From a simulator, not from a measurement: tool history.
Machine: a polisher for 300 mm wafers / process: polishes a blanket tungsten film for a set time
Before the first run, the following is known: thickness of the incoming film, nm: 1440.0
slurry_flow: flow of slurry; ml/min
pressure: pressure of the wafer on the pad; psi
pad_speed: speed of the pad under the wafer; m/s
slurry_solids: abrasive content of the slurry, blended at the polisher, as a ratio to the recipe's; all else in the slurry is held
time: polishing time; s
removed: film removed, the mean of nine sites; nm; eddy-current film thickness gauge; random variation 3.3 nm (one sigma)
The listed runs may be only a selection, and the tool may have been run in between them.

Run 1, hour 0.0: slurry_flow 300 ml/min, pressure 4.6 psi, pad_speed 1.20 m/s, slurry_solids 1.0, time 45 s. Result: removed 257.34 nm.
Run 2, hour 8.6: slurry_flow 300 ml/min, pressure 4.9 psi, pad_speed 1.20 m/s, slurry_solids 1.0, time 45 s. Result: removed 273.03 nm.
Run 3, hour 15.0: slurry_flow 300 ml/min, pressure 4.9 psi, pad_speed 1.02 m/s, slurry_solids 1.0, time 45 s. Result: removed 243.55 nm.
Run 4, hour 23.5: slurry_flow 355 ml/min, pressure 4.9 psi, pad_speed 1.02 m/s, slurry_solids 1.0, time 45 s. Result: removed 245.82 nm.
At hour 24.8: slurry blender recalibrated.
Run 5, hour 24.8: slurry_flow 355 ml/min, pressure 5.2 psi, pad_speed 1.04 m/s, slurry_solids 1.0, time 45 s. Result: removed 305.07 nm.
Run 6, hour 27.7: slurry_flow 370 ml/min, pressure 5.3 psi, pad_speed 1.04 m/s, slurry_solids 1.0, time 45 s. Result: removed 311.82 nm.
Run 7, hour 36.4: slurry_flow 380 ml/min, pressure 5.4 psi, pad_speed 1.04 m/s, slurry_solids 1.0, time 45 s. Result: removed 322.62 nm.
Run 8, hour 38.1: slurry_flow 390 ml/min, pressure 5.5 psi, pad_speed 1.04 m/s, slurry_solids 1.0, time 45 s. Result: removed 320.98 nm.
Run 9, hour 42.9: slurry_flow 395 ml/min, pressure 5.6 psi, pad_speed 1.04 m/s, slurry_solids 1.0, time 45 s. Result: removed 335.24 nm.
Run 10, hour 50.2: slurry_flow 400 ml/min, pressure 5.7 psi, pad_speed 1.04 m/s, slurry_solids 1.0, time 45 s. Result: removed 335.73 nm.
Run 11, hour 56.2: slurry_flow 405 ml/min, pressure 5.9 psi, pad_speed 1.04 m/s, slurry_solids 1.0, time 45 s. Result: removed 347.13 nm.
Run 12, hour 61.4: slurry_flow 410 ml/min, pressure 6.1 psi, pad_speed 1.04 m/s, slurry_solids 1.0, time 45 s. Result: removed 360.81 nm.

Run 13 has not been measured yet. What should we expect?
Run 13, hour 69.7: slurry_flow 415 ml/min, pressure 6.2 psi, pad_speed 1.04 m/s, slurry_solids 1.0, time 45 s. Result: removed ?.

For run 13 the tool returned removed 368.28 nm.
